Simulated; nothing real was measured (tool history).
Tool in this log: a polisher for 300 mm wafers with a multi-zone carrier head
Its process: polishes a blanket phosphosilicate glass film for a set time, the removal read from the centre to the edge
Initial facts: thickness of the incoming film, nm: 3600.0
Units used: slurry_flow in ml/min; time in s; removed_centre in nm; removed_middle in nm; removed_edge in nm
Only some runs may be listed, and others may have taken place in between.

run	hour	slurry_flow	centre_zone	middle_zone	edge_zone	slurry_solids	time	removed_centre	removed_middle	removed_edge
1	0	170	1	1	1	1	80	738.36	743.05	759.69
2	2.3	165	1.01	1	0.96	1	80	740.35	743.9	730.49
3	10.5	160	1.02	0.99	0.94	1	80	745.85	740.51	723.62
4	19.5	195	1.02	0.99	0.94	1	80	772.27	751.39	723.43
5	27.9	190	1.02	0.98	0.92	1	80	765.99	737.84	732.26
6	35.4	190	1.02	1.05	0.92	1	80	765.83	793.62	728.94
7	42	180	1.03	1.03	0.9	1	80	775.18	776.48	709.13
8	48	170	1.03	1.01	0.88	1	80	776.88	764.12	714.01
9	53.2	170	1.03	1.01	0.87	0.95	80	739.99	740.93	678.36
10	55.8	165	1.03	1	0.86	0.95	80	746.9	729.91	684.95
11	57	145	1.05	1	0.81	0.85	80	699.57	670.81	622.97
12	59.7	150	1.05	1	0.82	0.85	80	705.53	667.65	611.88
13	64.2	155	1.05	1	0.83	0.85	80	705.55	678.35	635.18

Estimate the outcome of run 14 from the log above:
14	67.3	160	1.05	1	0.83	0.85	80	?	?	?

removed_centre: 707.86 nm
removed_middle: 680.51 nm
removed_edge: 617.87 nm
